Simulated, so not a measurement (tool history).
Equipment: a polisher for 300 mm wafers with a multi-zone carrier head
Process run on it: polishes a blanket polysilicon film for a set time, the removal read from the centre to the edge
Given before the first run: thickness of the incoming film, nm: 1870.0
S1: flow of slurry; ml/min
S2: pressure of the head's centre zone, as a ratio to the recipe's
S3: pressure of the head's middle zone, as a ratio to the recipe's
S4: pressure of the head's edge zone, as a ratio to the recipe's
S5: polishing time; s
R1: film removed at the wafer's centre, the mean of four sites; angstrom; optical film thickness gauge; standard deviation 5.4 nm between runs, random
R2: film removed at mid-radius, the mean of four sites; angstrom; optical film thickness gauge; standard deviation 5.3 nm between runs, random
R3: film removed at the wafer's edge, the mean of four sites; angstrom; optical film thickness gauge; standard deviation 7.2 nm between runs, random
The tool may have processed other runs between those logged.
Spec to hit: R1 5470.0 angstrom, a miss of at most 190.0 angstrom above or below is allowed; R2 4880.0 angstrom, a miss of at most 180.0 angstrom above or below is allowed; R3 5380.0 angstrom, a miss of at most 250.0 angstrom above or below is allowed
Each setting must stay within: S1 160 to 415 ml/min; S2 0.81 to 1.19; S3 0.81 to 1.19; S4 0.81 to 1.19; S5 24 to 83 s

| run | hour | S1 | S2 | S3 | S4 | S5 | R1 | R2 | R3 |
|---|---|---|---|---|---|---|---|---|---|
| 1 | 0.0 | 265 | 1.00 | 1.00 | 1.00 | 53 | 4102.1 | 3936.7 | 4157.8 |
| 2 | 3.3 | 270 | 1.03 | 1.01 | 1.04 | 56 | 4501.4 | 4218.3 | 4395.2 |
| 3 | 9.4 | 270 | 1.03 | 1.00 | 1.06 | 59 | 4740.2 | 4334.3 | 4482.5 |
| 4 | 17.9 | 270 | 1.03 | 0.91 | 1.06 | 59 | 4705.8 | 3904.6 | 4590.9 |
| 5 | 22.3 | 270 | 1.03 | 0.91 | 0.99 | 59 | 4609.0 | 3984.9 | 4504.1 |
| 6 | 27.7 | 270 | 1.02 | 0.92 | 1.01 | 62 | 4996.0 | 4347.7 | 4747.9 |
| 7 | 28.8 | 275 | 1.00 | 0.92 | 1.04 | 64 | 4945.8 | 4468.6 | 4923.9 |
| 8 | 34.9 | 275 | 1.00 | 0.92 | 1.06 | 66 | 5105.2 | 4524.9 | 5220.9 |
| 9 | 36.6 | 280 | 1.01 | 0.93 | 1.06 | 66 | 5309.2 | 4656.3 | 5211.0 |

4 candidate next runs follow, results not yet known. Just one meets every target within its allowed miss. Identify it.
| A | 38.3 | 290 | 0.88 | 0.89 | 1.19 | 73 | ? | ? | ? |
| B | 38.3 | 265 | 1.03 | 0.94 | 1.04 | 69 | ? | ? | ? |
| C | 38.3 | 280 | 0.92 | 0.81 | 1.19 | 71 | ? | ? | ? |
| D | 38.3 | 285 | 0.96 | 1.08 | 1.06 | 65 | ? | ? | ? |

| move | R1 | R2 | R3 |
|---|---|---|---|
| A | 5013.6 | 4844.3 | 6128.8 |
| B | 5509.8 | 4753.2 | 5434.1 |
| C | 5080.8 | 4347.4 | 5954.2 |
| D | 4872.4 | 5067.7 | 5173.8 |
A: brings the result that was furthest off to its target, and leaves another outside
B: every result lands within tolerance
C: the biggest miss grows against the last run
D: takes the result that was furthest off past its target
Go with B: it meets all targets.

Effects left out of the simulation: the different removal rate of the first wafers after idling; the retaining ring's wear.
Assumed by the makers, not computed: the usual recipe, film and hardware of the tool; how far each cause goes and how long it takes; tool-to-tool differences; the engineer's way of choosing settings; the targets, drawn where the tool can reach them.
